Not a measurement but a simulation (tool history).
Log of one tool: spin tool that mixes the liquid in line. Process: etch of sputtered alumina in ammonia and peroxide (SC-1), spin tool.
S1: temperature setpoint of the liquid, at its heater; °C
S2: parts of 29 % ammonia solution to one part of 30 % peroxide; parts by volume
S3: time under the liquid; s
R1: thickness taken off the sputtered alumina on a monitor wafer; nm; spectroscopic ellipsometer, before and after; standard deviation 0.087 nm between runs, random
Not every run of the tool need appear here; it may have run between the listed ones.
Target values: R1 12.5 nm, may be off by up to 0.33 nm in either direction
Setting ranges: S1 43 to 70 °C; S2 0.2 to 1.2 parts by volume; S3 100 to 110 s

Run 1, hour 0: S1 59 °C, S2 0.9 parts by volume, S3 100 s. Result: R1 7.8763 nm.
Run 2, hour 3.6: S1 60.5 °C, S2 0.9 parts by volume, S3 100 s. Result: R1 8.548 nm.
Run 3, hour 5.4: S1 60.5 °C, S2 1.15 parts by volume, S3 100 s. Result: R1 8.6626 nm.
Run 4, hour 13.7: S1 60.5 °C, S2 0.85 parts by volume, S3 100 s. Result: R1 8.4082 nm.
Run 5, hour 20.2: S1 60.5 °C, S2 0.85 parts by volume, S3 100 s. Result: R1 8.4009 nm.
Run 6, hour 29.2: S1 62 °C, S2 0.85 parts by volume, S3 100 s. Result: R1 9.0776 nm.
Run 7, hour 37.3: S1 63 °C, S2 0.85 parts by volume, S3 100 s. Result: R1 9.5322 nm.
Run 8, hour 41.9: S1 64 °C, S2 0.85 parts by volume, S3 100 s. Result: R1 10.164 nm.
Run 9, hour 46.4: S1 64.5 °C, S2 0.85 parts by volume, S3 100 s. Result: R1 10.412 nm.
Run 10, hour 50.5: S1 65 °C, S2 0.85 parts by volume, S3 100 s. Result: R1 10.495 nm.
Run 11, hour 55.1: S1 65.5 °C, S2 0.85 parts by volume, S3 100 s. Result: R1 11.043 nm.
Run 12, hour 63: S1 66 °C, S2 0.85 parts by volume, S3 100 s. Result: R1 11.067 nm.
Run 13, hour 64.8: S1 66 °C, S2 0.85 parts by volume, S3 100 s. Result: R1 11.286 nm.
Run 14, hour 69.9: S1 66.5 °C, S2 0.85 parts by volume, S3 100 s. Result: R1 11.465 nm.
Run 15, hour 73.6: S1 67 °C, S2 0.85 parts by volume, S3 100 s. Result: R1 11.755 nm.
Run 16, hour 82.4: S1 67.5 °C, S2 0.85 parts by volume, S3 100 s. Result: R1 11.985 nm.

Exercise: of the 4 proposed moves below, exactly one satisfies all targets within the stated allowed misses. Which move is it?
Run A, hour 91.2: S1 67.5 °C, S2 0.7 parts by volume, S3 100 s. Result: R1 ?.
Run B, hour 91.2: S1 66 °C, S2 1.15 parts by volume, S3 100 s. Result: R1 ?.
Run C, hour 91.2: S1 65 °C, S2 1.2 parts by volume, S3 100 s. Result: R1 ?.
Run D, hour 91.2: S1 68.5 °C, S2 0.75 parts by volume, S3 100 s. Result: R1 ?.

move      R1
   A  11.605
   B  11.299
   C  10.797
   D  12.263
A: further off than the last run
B: further off than the last run
C: further off than the last run
D: hits every target within its allowed miss
D meets every target.
